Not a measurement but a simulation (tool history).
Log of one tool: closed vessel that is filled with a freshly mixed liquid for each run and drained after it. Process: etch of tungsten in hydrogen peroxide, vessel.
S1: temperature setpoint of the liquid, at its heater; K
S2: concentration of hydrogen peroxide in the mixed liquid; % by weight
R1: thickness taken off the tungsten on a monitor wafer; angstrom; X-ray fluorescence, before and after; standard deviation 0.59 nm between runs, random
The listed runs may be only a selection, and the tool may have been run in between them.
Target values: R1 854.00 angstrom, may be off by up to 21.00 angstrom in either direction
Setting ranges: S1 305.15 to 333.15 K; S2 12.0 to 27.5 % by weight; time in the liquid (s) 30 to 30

Run 1, hour 0.0: S1 317.15 K, S2 18.5 % by weight, time in the liquid (s) 30. Result: R1 401.13 angstrom.
Run 2, hour 5.1: S1 317.15 K, S2 20.5 % by weight, time in the liquid (s) 30. Result: R1 417.65 angstrom.
Run 3, hour 7.8: S1 321.15 K, S2 20.5 % by weight, time in the liquid (s) 30. Result: R1 543.18 angstrom.
Run 4, hour 12.3: S1 316.15 K, S2 20.5 % by weight, time in the liquid (s) 30. Result: R1 399.43 angstrom.
Run 5, hour 14.8: S1 320.15 K, S2 20.5 % by weight, time in the liquid (s) 30. Result: R1 511.10 angstrom.
Run 6, hour 17.4: S1 320.15 K, S2 19.0 % by weight, time in the liquid (s) 30. Result: R1 493.99 angstrom.
Run 7, hour 24.8: S1 323.15 K, S2 19.0 % by weight, time in the liquid (s) 30. Result: R1 586.70 angstrom.
Run 8, hour 30.3: S1 325.15 K, S2 19.0 % by weight, time in the liquid (s) 30. Result: R1 660.80 angstrom.
Run 9, hour 38.8: S1 326.65 K, S2 19.0 % by weight, time in the liquid (s) 30. Result: R1 735.90 angstrom.
Run 10, hour 39.9: S1 327.65 K, S2 19.0 % by weight, time in the liquid (s) 30. Result: R1 779.80 angstrom.
Run 11, hour 48.8: S1 328.15 K, S2 19.0 % by weight, time in the liquid (s) 30. Result: R1 791.02 angstrom.
Run 12, hour 55.7: S1 328.65 K, S2 19.0 % by weight, time in the liquid (s) 30. Result: R1 819.72 angstrom.

Of the 5 settings listed for the next run, only one would bring every result within its allowed miss of target. Which one?
Run A, hour 62.6: S1 326.15 K, S2 24.0 % by weight, time in the liquid (s) 30. Result: R1 ?.
Run B, hour 62.6: S1 329.65 K, S2 18.0 % by weight, time in the liquid (s) 30. Result: R1 ?.
Run C, hour 62.6: S1 328.15 K, S2 19.0 % by weight, time in the liquid (s) 30. Result: R1 ?.
Run D, hour 62.6: S1 327.65 K, S2 20.0 % by weight, time in the liquid (s) 30. Result: R1 ?.
Run E, hour 62.6: S1 327.65 K, S2 21.0 % by weight, time in the liquid (s) 30. Result: R1 ?.

move      R1
   A  800.54
   B  853.39
   C  802.52
   D  799.29
   E  819.02
A: its largest miss is bigger than the last run's
B: hits every target within its allowed miss
C: its largest miss is bigger than the last run's
D: its largest miss is bigger than the last run's
E: neither nearer nor further off than the last run
B is the move that brings every result within its allowed miss.

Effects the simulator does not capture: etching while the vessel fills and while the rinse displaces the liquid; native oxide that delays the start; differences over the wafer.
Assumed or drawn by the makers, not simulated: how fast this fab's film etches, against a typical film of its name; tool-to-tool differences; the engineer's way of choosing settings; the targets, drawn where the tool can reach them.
